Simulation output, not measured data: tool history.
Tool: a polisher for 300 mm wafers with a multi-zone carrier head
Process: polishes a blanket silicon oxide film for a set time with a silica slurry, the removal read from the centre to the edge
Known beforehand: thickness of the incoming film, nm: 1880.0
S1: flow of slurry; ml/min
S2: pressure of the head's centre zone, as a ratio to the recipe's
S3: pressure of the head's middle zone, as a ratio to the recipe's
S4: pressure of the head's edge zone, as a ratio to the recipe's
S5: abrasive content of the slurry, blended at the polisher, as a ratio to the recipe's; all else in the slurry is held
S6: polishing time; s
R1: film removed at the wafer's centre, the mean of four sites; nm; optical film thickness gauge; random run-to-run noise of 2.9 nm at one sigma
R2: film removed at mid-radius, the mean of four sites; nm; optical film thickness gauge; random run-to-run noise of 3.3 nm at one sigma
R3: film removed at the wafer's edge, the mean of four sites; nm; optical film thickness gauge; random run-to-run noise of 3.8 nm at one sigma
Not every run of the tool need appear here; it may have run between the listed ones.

Run 1, hour 0: S1 265 ml/min, S2 1, S3 1, S4 1, S5 1, S6 62 s. Result: R1 234.2 nm, R2 237.6 nm, R3 240.68 nm.
Run 2, hour 2.9: S1 275 ml/min, S2 1.05, S3 1.01, S4 1.02, S5 1.05, S6 62 s. Result: R1 251.07 nm, R2 251.19 nm, R3 246.43 nm.
Run 3, hour 6: S1 275 ml/min, S2 1.05, S3 1.01, S4 0.98, S5 1.05, S6 62 s. Result: R1 252.1 nm, R2 249.78 nm, R3 246.05 nm.
Run 4, hour 12.6: S1 275 ml/min, S2 1.05, S3 1.01, S4 0.91, S5 1.05, S6 62 s. Result: R1 248.4 nm, R2 247 nm, R3 236 nm.
Run 5, hour 18.1: S1 285 ml/min, S2 1.09, S3 1, S4 0.95, S5 1.1, S6 62 s. Result: R1 267.58 nm, R2 253.09 nm, R3 252.95 nm.
Run 6, hour 20.4: S1 285 ml/min, S2 1.01, S3 1, S4 0.95, S5 1.1, S6 62 s. Result: R1 248.04 nm, R2 249.84 nm, R3 246.88 nm.

Forecast run 7:
Run 7, hour 21.4: S1 300 ml/min, S2 1.06, S3 1, S4 0.95, S5 1.15, S6 62 s. Result: R1 ?, R2 ?, R3 ?.

{"run 7": {"R1": 268.61, "R2": 258, "R3": 251.54}}

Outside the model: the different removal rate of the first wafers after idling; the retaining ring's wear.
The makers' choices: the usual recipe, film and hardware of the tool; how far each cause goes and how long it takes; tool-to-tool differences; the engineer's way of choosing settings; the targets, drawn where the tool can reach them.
